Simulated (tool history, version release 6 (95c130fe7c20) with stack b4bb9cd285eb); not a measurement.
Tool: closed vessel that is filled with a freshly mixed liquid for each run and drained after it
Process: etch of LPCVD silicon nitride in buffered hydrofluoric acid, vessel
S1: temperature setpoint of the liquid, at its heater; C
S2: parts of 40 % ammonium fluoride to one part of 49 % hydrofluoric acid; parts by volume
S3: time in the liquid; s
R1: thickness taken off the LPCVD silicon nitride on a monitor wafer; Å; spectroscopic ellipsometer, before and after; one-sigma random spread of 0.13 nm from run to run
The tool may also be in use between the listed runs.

run,hour,S1,S2,S3,R1
1,0,22,8,1030,172.25
2,4.8,23.5,7.5,1030,200.21
3,8.8,25,7,1030,233.41
4,13.7,25,8,1030,201.61
5,21.1,25,6.5,1030,250.78
6,28.7,26,6.5,1030,264.54
7,34.9,27,6.5,1030,276.84

Predict the results of run 8:
8,42.6,27.5,6.5,1030,?

For run 8 the tool returned R1 285.63 Å.

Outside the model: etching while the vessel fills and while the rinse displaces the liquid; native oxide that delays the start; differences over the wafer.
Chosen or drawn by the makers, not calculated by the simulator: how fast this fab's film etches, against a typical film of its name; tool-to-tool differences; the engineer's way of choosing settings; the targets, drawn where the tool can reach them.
